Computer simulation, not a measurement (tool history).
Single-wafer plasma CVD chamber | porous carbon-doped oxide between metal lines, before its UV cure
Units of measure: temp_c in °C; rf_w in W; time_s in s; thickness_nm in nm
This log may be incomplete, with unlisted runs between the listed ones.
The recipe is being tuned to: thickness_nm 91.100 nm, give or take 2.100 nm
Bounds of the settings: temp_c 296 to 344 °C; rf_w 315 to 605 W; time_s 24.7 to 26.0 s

| run | hour | temp_c | rf_w | time_s | thickness_nm |
|---|---|---|---|---|---|
| 1 | 0.0 | 320 | 460 | 26.0 | 104.380 |
| 2 | 0.8 | 316 | 460 | 26.0 | 106.070 |
| 3 | 1.3 | 316 | 460 | 26.0 | 106.230 |
| 4 | 6.4 | 316 | 525 | 26.0 | 119.220 |
| 5 | 9.2 | 316 | 590 | 26.0 | 131.050 |
| 6 | 14.5 | 321 | 550 | 25.8 | 120.020 |
| 7 | 16.2 | 325 | 520 | 25.6 | 111.540 |
| 8 | 17.2 | 328 | 495 | 25.5 | 105.560 |
| 9 | 22.5 | 328 | 495 | 25.5 | 104.820 |
| 10 | 30.6 | 340 | 435 | 25.2 | 87.286 |
| 11 | 32.4 | 339 | 435 | 25.2 | 87.850 |
| 12 | 34.9 | 338 | 435 | 25.2 | 88.189 |
| 13 | 42.1 | 338 | 435 | 25.2 | 88.273 |
| 14 | 46.3 | 337 | 435 | 25.2 | 88.796 |

Of the 4 settings listed for the next run, only one would bring every result within its allowed miss of target. Which one?
| A | 50.5 | 337 | 430 | 24.7 | ? |
| B | 50.5 | 329 | 420 | 26.0 | ? |
| C | 50.5 | 328 | 395 | 26.0 | ? |
| D | 50.5 | 339 | 420 | 25.4 | ? |

| move | thickness_nm |
|---|---|
| A | 86.150 |
| B | 91.309 |
| C | 85.713 |
| D | 85.602 |
A: misses by more than the last run did
B: in spec on every target
C: misses by more than the last run did
D: misses by more than the last run did
The move that meets every target is B.

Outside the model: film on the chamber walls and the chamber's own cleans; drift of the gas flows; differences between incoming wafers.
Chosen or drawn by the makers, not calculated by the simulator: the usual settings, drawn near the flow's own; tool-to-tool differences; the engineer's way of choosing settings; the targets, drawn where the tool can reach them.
